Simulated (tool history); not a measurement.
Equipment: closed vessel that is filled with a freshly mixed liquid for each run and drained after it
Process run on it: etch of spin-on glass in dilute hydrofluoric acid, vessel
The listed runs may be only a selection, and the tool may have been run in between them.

run	hour	temperature setpoint of the liquid (K)	parts of water to one part of 49 % hydrofluoric acid (parts by volume)	time in the liquid (s)	thickness taken off the spin-on glass on a monitor wafer (angstrom)
1	0.0	294.15	60	30	221.98
2	8.2	296.65	50	30	296.93
3	14.6	296.65	60	30	247.32
4	22.8	296.65	60	30	245.79
5	31.0	298.15	50	30	317.12
6	32.9	299.15	40	30	424.13
7	40.3	300.15	35	30	503.68
8	45.4	300.65	35	30	514.31
9	50.6	301.15	35	30	524.71
10	55.3	302.15	30	30	640.30
11	61.1	301.65	30	30	626.03

For run 12, what comes out?
12	69.4	301.15	30	30	?

thickness taken off the spin-on glass on a monitor wafer (angstrom): 622.11
